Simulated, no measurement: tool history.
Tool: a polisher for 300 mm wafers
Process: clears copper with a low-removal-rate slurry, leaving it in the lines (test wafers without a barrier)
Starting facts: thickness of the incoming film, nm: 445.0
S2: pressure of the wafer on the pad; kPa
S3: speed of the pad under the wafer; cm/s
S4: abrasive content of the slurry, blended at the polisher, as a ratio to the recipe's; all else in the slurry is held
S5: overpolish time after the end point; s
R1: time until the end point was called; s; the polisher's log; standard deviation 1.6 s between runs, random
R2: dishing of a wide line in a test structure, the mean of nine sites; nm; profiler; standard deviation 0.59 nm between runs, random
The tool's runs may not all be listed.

run 1 hour=0 | flow_of_slurry_(ml/min)=215 S2=25.5 S3=106 S4=1 S5=10 | R1=109.23 R2=31.827
run 2 hour=5.9 | flow_of_slurry_(ml/min)=215 S2=22.1 S3=106 S4=1 S5=10 | R1=124.2 R2=29.017
run 3 hour=12.4 | flow_of_slurry_(ml/min)=215 S2=22.1 S3=106 S4=0.9 S5=10 | R1=130.13 R2=27.248
run 4 hour=16.8 | flow_of_slurry_(ml/min)=215 S2=22.1 S3=130 S4=0.9 S5=10 | R1=104.01 R2=33.01
run 5 hour=25.6 | flow_of_slurry_(ml/min)=215 S2=20.7 S3=130 S4=0.9 S5=11 | R1=109.78 R2=33.378
run 6 hour=27.5 | flow_of_slurry_(ml/min)=215 S2=20 S3=130 S4=0.9 S5=12 | R1=113.5 R2=34.882
run 7 hour=28.7 | flow_of_slurry_(ml/min)=215 S2=19.3 S3=130 S4=0.9 S5=13 | R1=114.82 R2=37.869

Run 8 is up next; what results do you expect?
-- hour=33.8 head pressure recalibrated
run 8 hour=33.8 | flow_of_slurry_(ml/min)=215 S2=18.6 S3=130 S4=0.9 S5=13 | R1=? R2=?

{"run 8": {"R1": 132.56, "R2": 33.095}}
